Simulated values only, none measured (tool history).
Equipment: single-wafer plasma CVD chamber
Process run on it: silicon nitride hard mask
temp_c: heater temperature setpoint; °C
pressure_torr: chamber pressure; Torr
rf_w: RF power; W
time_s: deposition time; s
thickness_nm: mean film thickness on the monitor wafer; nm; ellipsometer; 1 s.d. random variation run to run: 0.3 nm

| run | hour | temp_c | pressure_torr | rf_w | time_s | thickness_nm |
|---|---|---|---|---|---|---|
| 1 | 0 | 405 | 2.08 | 305 | 35.6 | 44.598 |
| 2 | 0.9 | 405 | 2.08 | 325 | 35.6 | 46.363 |
| 3 | 9.3 | 405 | 2.22 | 330 | 35.6 | 48.457 |
| 4 | 11.6 | 397 | 2.22 | 330 | 35.6 | 48.943 |
| 5 | 15.1 | 397 | 2.06 | 330 | 35.6 | 47.34 |
| 6 | 21.1 | 397 | 2.06 | 330 | 33.9 | 45.028 |
| 7 | 25.6 | 397 | 2.22 | 335 | 33.9 | 45.959 |
| 8 | 32.5 | 397 | 2.31 | 345 | 34 | 47.837 |
| 9 | 41 | 397 | 2.41 | 350 | 34 | 49.81 |
| 10 | 49.2 | 397 | 2.47 | 350 | 34 | 49.669 |
| 11 | 55.2 | 397 | 2.54 | 350 | 34 | 49.88 |
| 12 | 57.3 | 397 | 2.59 | 355 | 34 | 50.922 |
| 13 | 62.4 | 397 | 2.63 | 355 | 34 | 51.088 |
| 14 | 66.8 | 397 | 2.66 | 355 | 34 | 50.926 |

What does the tool deliver on the next run?
| 15 | 68 | 397 | 2.69 | 355 | 34 | ? |

{"run 15": {"thickness_nm": 51.366}}

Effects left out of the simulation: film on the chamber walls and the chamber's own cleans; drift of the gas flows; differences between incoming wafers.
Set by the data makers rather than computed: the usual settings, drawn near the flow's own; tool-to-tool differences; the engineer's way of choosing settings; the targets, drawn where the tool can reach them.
